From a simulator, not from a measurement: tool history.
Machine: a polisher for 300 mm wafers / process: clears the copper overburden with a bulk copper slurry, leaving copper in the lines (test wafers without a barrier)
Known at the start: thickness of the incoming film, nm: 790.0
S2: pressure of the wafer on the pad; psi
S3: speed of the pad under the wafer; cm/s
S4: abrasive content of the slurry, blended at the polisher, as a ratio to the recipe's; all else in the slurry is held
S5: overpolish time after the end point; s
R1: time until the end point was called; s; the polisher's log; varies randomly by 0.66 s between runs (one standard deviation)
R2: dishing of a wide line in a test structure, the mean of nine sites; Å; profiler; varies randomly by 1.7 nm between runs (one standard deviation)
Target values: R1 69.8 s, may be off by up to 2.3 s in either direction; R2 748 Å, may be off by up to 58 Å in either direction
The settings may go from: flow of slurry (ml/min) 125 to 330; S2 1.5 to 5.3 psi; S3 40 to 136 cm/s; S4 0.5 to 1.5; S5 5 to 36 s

{"run": 1, "day": 0.0, "flow of slurry (ml/min)": 210, "S2": 3.4, "S3": 88, "S4": 1, "S5": 18, "R1": 86.891, "R2": 823.8}
{"run": 2, "day": 0.229, "flow of slurry (ml/min)": 210, "S2": 3.9, "S3": 88, "S4": 1, "S5": 18, "R1": 80.764, "R2": 847.53}
{"run": 3, "day": 0.338, "flow of slurry (ml/min)": 210, "S2": 3.9, "S3": 88, "S4": 1.1, "S5": 18, "R1": 77.972, "R2": 882.9}
{"run": 4, "day": 0.642, "flow of slurry (ml/min)": 190, "S2": 3.9, "S3": 88, "S4": 1.1, "S5": 18, "R1": 79.213, "R2": 851.41}
{"run": 5, "day": 0.671, "flow of slurry (ml/min)": 190, "S2": 3.9, "S3": 106, "S4": 1.1, "S5": 18, "R1": 66.584, "R2": 972.84}
{"run": 6, "day": 0.983, "flow of slurry (ml/min)": 190, "S2": 3.9, "S3": 106, "S4": 1.1, "S5": 17, "R1": 66.86, "R2": 984.38}
{"run": 7, "day": 1.229, "flow of slurry (ml/min)": 190, "S2": 3.9, "S3": 106, "S4": 1.1, "S5": 16, "R1": 65.858, "R2": 909.17}
{"run": 8, "day": 1.296, "flow of slurry (ml/min)": 180, "S2": 3.8, "S3": 106, "S4": 1.1, "S5": 14, "R1": 67.821, "R2": 835.85}

Below are 5 possible settings for the next run. Only one of them brings all results inside the allowed miss of their targets. Which is it?
{"run": "A", "day": 1.362, "flow of slurry (ml/min)": 225, "S2": 4.1, "S3": 104, "S4": 1.2, "S5": 8, "R1": "?", "R2": "?"}
{"run": "B", "day": 1.362, "flow of slurry (ml/min)": 175, "S2": 3.9, "S3": 108, "S4": 1.15, "S5": 11, "R1": "?", "R2": "?"}
{"run": "C", "day": 1.362, "flow of slurry (ml/min)": 145, "S2": 3.5, "S3": 122, "S4": 1.2, "S5": 17, "R1": "?", "R2": "?"}
{"run": "D", "day": 1.362, "flow of slurry (ml/min)": 125, "S2": 4.1, "S3": 106, "S4": 1, "S5": 12, "R1": "?", "R2": "?"}
{"run": "E", "day": 1.362, "flow of slurry (ml/min)": 180, "S2": 3.8, "S3": 112, "S4": 1.05, "S5": 16, "R1": "?", "R2": "?"}

move=A R1=64.693 R2=627.21
move=B R1=66.774 R2=765.38
move=C R1=64.728 R2=998.7
move=D R1=70.618 R2=783.17
move=E R1=66.083 R2=963.18
A: takes the result that was furthest off past its target
B: brings the result that was furthest off to its target, and leaves another outside
C: moves away from the targets compared with the last run
D: every result lands within tolerance
E: moves away from the targets compared with the last run
Answer: D
